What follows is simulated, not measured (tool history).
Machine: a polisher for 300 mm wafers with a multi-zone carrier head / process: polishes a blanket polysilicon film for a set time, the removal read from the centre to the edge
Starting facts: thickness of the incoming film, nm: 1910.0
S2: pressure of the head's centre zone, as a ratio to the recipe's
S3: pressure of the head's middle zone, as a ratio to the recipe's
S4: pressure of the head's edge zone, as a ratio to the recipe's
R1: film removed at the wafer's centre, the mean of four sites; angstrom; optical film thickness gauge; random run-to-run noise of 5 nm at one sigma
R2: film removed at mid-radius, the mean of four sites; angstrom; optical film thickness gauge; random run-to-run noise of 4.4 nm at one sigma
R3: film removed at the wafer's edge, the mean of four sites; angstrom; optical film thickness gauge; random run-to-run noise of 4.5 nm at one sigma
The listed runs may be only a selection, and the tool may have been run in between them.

Run 1, hour 0: flow of slurry (ml/min) 215, S2 1, S3 1, S4 1, polishing time (s) 54. Result: R1 5941.9 angstrom, R2 5739.2 angstrom, R3 5938.8 angstrom.
Run 2, hour 5: flow of slurry (ml/min) 215, S2 0.99, S3 1, S4 0.98, polishing time (s) 51. Result: R1 5500.5 angstrom, R2 5475 angstrom, R3 5390.9 angstrom.
Run 3, hour 10.7: flow of slurry (ml/min) 215, S2 0.99, S3 1, S4 0.91, polishing time (s) 51. Result: R1 5529.1 angstrom, R2 5467.8 angstrom, R3 5304.1 angstrom.
Run 4, hour 11.5: flow of slurry (ml/min) 215, S2 0.99, S3 1, S4 0.91, polishing time (s) 62. Result: R1 6876.8 angstrom, R2 6606.6 angstrom, R3 6416.5 angstrom.
Run 5, hour 19.3: flow of slurry (ml/min) 215, S2 1.06, S3 1, S4 0.91, polishing time (s) 62. Result: R1 7272.9 angstrom, R2 6581.4 angstrom, R3 6411.5 angstrom.
Run 6, hour 26.3: flow of slurry (ml/min) 215, S2 1.06, S3 0.96, S4 0.91, polishing time (s) 62. Result: R1 7280.2 angstrom, R2 6507.7 angstrom, R3 6437.7 angstrom.

What will run 7 give?
Run 7, hour 28.5: flow of slurry (ml/min) 210, S2 1.04, S3 0.96, S4 0.9, polishing time (s) 58. Result: R1 ?, R2 ?, R3 ?.

R1: 6647.9 angstrom
R2: 6031.7 angstrom
R3: 5811.1 angstrom
